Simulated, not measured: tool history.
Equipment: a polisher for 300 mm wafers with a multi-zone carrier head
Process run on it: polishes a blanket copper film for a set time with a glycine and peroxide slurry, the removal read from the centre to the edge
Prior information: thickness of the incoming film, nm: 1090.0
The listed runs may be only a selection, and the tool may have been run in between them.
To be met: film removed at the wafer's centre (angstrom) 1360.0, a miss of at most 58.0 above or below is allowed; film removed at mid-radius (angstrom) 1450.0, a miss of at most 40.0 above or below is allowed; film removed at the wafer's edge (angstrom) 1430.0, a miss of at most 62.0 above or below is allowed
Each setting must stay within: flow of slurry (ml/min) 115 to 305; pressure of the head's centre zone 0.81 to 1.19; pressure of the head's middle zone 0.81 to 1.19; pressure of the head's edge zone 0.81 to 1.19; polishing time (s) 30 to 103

| run | hour | flow of slurry (ml/min) | pressure of the head's centre zone | pressure of the head's middle zone | pressure of the head's edge zone | polishing time (s) | film removed at the wafer's centre (angstrom) | film removed at mid-radius (angstrom) | film removed at the wafer's edge (angstrom) |
|---|---|---|---|---|---|---|---|---|---|
| 1 | 0.0 | 195 | 1.00 | 1.00 | 1.00 | 66 | 2546.9 | 2460.1 | 2460.1 |
| 2 | 8.2 | 190 | 0.97 | 0.99 | 0.97 | 60 | 2201.3 | 2173.1 | 2163.6 |
| 3 | 10.9 | 190 | 0.97 | 0.99 | 0.97 | 71 | 2650.7 | 2584.3 | 2517.6 |
| 4 | 15.9 | 180 | 0.94 | 0.97 | 0.94 | 65 | 2291.7 | 2301.0 | 2275.7 |
| 5 | 21.6 | 175 | 0.93 | 0.96 | 0.92 | 60 | 2127.2 | 2103.0 | 2120.7 |
| 6 | 29.4 | 195 | 0.93 | 0.96 | 0.92 | 60 | 2193.0 | 2153.8 | 2158.2 |
| 7 | 36.2 | 145 | 0.83 | 0.93 | 0.82 | 42 | 1336.7 | 1386.2 | 1401.8 |
| 8 | 41.1 | 150 | 0.83 | 0.93 | 0.82 | 42 | 1350.0 | 1398.4 | 1374.5 |
| 9 | 41.9 | 150 | 0.83 | 0.93 | 0.82 | 42 | 1345.5 | 1416.3 | 1380.2 |
| 10 | 45.5 | 150 | 0.83 | 0.93 | 0.83 | 42 | 1323.5 | 1404.4 | 1381.8 |

Consider the 5 candidate settings below. Which is the only one whose results all fall within their allowed miss of target?
| A | 49.1 | 150 | 0.82 | 0.81 | 0.88 | 44 | ? | ? | ? |
| B | 49.1 | 115 | 0.95 | 0.94 | 0.83 | 41 | ? | ? | ? |
| C | 49.1 | 150 | 0.91 | 1.01 | 0.81 | 40 | ? | ? | ? |
| D | 49.1 | 175 | 0.81 | 0.87 | 0.84 | 41 | ? | ? | ? |
| E | 49.1 | 165 | 0.83 | 0.95 | 0.88 | 42 | ? | ? | ? |

| move | film removed at the wafer's centre (angstrom) | film removed at mid-radius (angstrom) | film removed at the wafer's edge (angstrom) |
|---|---|---|---|
| A | 1384.1 | 1315.0 | 1480.8 |
| B | 1354.9 | 1317.0 | 1294.8 |
| C | 1356.8 | 1435.4 | 1294.0 |
| D | 1315.3 | 1331.9 | 1374.7 |
| E | 1357.5 | 1454.4 | 1426.9 |
A: its largest miss is bigger than the last run's
B: its largest miss is bigger than the last run's
C: meets the target for the result that was furthest off, but another lies outside its allowed miss
D: its largest miss is bigger than the last run's
E: in spec on every target
The right move is E.

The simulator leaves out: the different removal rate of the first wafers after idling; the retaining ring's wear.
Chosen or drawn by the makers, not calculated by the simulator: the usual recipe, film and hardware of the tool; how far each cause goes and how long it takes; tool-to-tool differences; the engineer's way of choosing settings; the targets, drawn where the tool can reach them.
